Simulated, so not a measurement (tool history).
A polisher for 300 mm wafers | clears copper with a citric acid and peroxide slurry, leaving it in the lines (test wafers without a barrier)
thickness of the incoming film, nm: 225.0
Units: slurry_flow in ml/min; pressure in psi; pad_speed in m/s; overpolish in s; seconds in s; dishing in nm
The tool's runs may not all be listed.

run,day,slurry_flow,pressure,pad_speed,slurry_solids,overpolish,seconds,dishing
1,0.000,200,2.3,0.94,1.0,10,155.53,10.815
2,0.283,200,2.3,0.94,1.0,13,156.64,13.550
3,0.425,200,2.4,0.94,1.0,13,151.17,14.369
4,0.746,200,2.4,0.74,1.0,13,194.73,11.367
5,0.862,200,2.5,0.74,1.0,13,184.88,12.195
6,0.971,200,2.6,0.74,1.0,13,177.48,12.447
7,1.300,200,2.7,0.74,1.0,13,173.36,12.429
8,1.554,200,2.8,0.74,1.0,13,168.09,13.107

Forecast run 9:
9,1.921,200,2.9,0.74,1.0,13,?,?

{"run 9": {"seconds": 165.12, "dishing": 12.974}}
